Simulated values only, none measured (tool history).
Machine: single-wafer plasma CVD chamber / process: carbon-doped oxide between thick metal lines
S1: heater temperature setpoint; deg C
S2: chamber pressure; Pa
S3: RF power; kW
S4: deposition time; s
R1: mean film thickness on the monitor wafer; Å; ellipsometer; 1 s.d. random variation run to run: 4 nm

Run 1, day 0.000: S1 340 deg C, S2 823 Pa, S3 0.405 kW, S4 144 s. Result: R1 6382.4 Å.
Run 2, day 0.133: S1 340 deg C, S2 767 Pa, S3 0.405 kW, S4 144 s. Result: R1 6411.3 Å.
Run 3, day 0.175: S1 340 deg C, S2 837 Pa, S3 0.405 kW, S4 144 s. Result: R1 6348.3 Å.
Run 4, day 0.358: S1 340 deg C, S2 837 Pa, S3 0.405 kW, S4 137 s. Result: R1 6113.0 Å.
Run 5, day 0.504: S1 340 deg C, S2 837 Pa, S3 0.430 kW, S4 137 s. Result: R1 6395.8 Å.
Run 6, day 0.671: S1 339 deg C, S2 836 Pa, S3 0.450 kW, S4 138 s. Result: R1 6693.9 Å.

Run 7, settings as shown, results not yet in. Your forecast:
Run 7, day 0.754: S1 338 deg C, S2 836 Pa, S3 0.465 kW, S4 139 s. Result: R1 ?.

{"run 7": {"R1": 6982.3}}
